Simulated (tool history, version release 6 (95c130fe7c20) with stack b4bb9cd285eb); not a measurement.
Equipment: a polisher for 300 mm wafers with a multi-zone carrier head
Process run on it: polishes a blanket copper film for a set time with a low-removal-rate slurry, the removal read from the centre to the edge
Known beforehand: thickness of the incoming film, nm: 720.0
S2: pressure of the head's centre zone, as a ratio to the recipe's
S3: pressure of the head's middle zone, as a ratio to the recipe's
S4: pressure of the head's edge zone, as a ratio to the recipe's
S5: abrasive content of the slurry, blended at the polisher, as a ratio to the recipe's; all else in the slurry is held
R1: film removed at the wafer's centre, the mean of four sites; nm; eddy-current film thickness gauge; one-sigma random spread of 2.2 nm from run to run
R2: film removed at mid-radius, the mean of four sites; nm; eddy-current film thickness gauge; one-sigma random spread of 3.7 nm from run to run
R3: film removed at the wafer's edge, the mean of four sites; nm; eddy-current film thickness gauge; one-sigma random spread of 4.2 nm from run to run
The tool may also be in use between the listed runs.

{"run": 1, "hour": 0.0, "flow of slurry (ml/min)": 225, "S2": 1, "S3": 1, "S4": 1, "S5": 1, "polishing time (s)": 64, "R1": 282.28, "R2": 284.23, "R3": 284.23}
{"run": 2, "hour": 3.2, "flow of slurry (ml/min)": 225, "S2": 1, "S3": 0.95, "S4": 1, "S5": 1, "polishing time (s)": 64, "R1": 281.61, "R2": 270.13, "R3": 277.5}
{"run": 3, "hour": 6.7, "flow of slurry (ml/min)": 225, "S2": 1, "S3": 0.95, "S4": 1.08, "S5": 1, "polishing time (s)": 64, "R1": 279.62, "R2": 274.63, "R3": 287.59}
{"run": 4, "hour": 9.7, "flow of slurry (ml/min)": 230, "S2": 1.03, "S3": 0.96, "S4": 1.1, "S5": 1.1, "polishing time (s)": 64, "R1": 297.06, "R2": 280.88, "R3": 296.83}
{"run": 5, "hour": 11.6, "flow of slurry (ml/min)": 230, "S2": 1.06, "S3": 0.96, "S4": 1.1, "S5": 1.1, "polishing time (s)": 64, "R1": 301.54, "R2": 282.81, "R3": 290.93}
{"run": 6, "hour": 16.0, "flow of slurry (ml/min)": 230, "S2": 1.06, "S3": 0.96, "S4": 1.18, "S5": 1.1, "polishing time (s)": 64, "R1": 302.82, "R2": 283.63, "R3": 301.11}
{"run": 7, "hour": 24.4, "flow of slurry (ml/min)": 240, "S2": 1.07, "S3": 0.97, "S4": 1.18, "S5": 1.2, "polishing time (s)": 65, "R1": 316.27, "R2": 297.47, "R3": 310.37}
{"run": 8, "hour": 30.2, "flow of slurry (ml/min)": 245, "S2": 1.07, "S3": 0.97, "S4": 1.18, "S5": 1.25, "polishing time (s)": 66, "R1": 326.93, "R2": 301.68, "R3": 321.45}
{"run": 9, "hour": 39.1, "flow of slurry (ml/min)": 255, "S2": 1.07, "S3": 0.98, "S4": 1.18, "S5": 1.3, "polishing time (s)": 66, "R1": 327.92, "R2": 312.16, "R3": 325.26}
{"run": 10, "hour": 40.0, "flow of slurry (ml/min)": 260, "S2": 1.08, "S3": 0.98, "S4": 1.18, "S5": 1.35, "polishing time (s)": 67, "R1": 340.95, "R2": 315.7, "R3": 334.57}
{"run": 11, "hour": 43.8, "flow of slurry (ml/min)": 270, "S2": 1.09, "S3": 0.99, "S4": 1.18, "S5": 1.4, "polishing time (s)": 67, "R1": 348.46, "R2": 323.46, "R3": 335.41}
{"run": 12, "hour": 50.7, "flow of slurry (ml/min)": 275, "S2": 1.09, "S3": 0.99, "S4": 1.18, "S5": 1.4, "polishing time (s)": 67, "R1": 353.37, "R2": 326.06, "R3": 334.55}
{"run": 13, "hour": 52.6, "flow of slurry (ml/min)": 280, "S2": 1.09, "S3": 0.99, "S4": 1.18, "S5": 1.4, "polishing time (s)": 67, "R1": 351.91, "R2": 317.33, "R3": 335.72}
{"run": 14, "hour": 56.5, "flow of slurry (ml/min)": 280, "S2": 1.09, "S3": 1, "S4": 1.18, "S5": 1.4, "polishing time (s)": 67, "R1": 351.16, "R2": 330.45, "R3": 338.13}

For run 15, what comes out?
{"run": 15, "hour": 60.9, "flow of slurry (ml/min)": 285, "S2": 1.09, "S3": 1, "S4": 1.18, "S5": 1.4, "polishing time (s)": 67, "R1": "?", "R2": "?", "R3": "?"}

{"run 15": {"R1": 347.01, "R2": 327.34, "R3": 332.74}}

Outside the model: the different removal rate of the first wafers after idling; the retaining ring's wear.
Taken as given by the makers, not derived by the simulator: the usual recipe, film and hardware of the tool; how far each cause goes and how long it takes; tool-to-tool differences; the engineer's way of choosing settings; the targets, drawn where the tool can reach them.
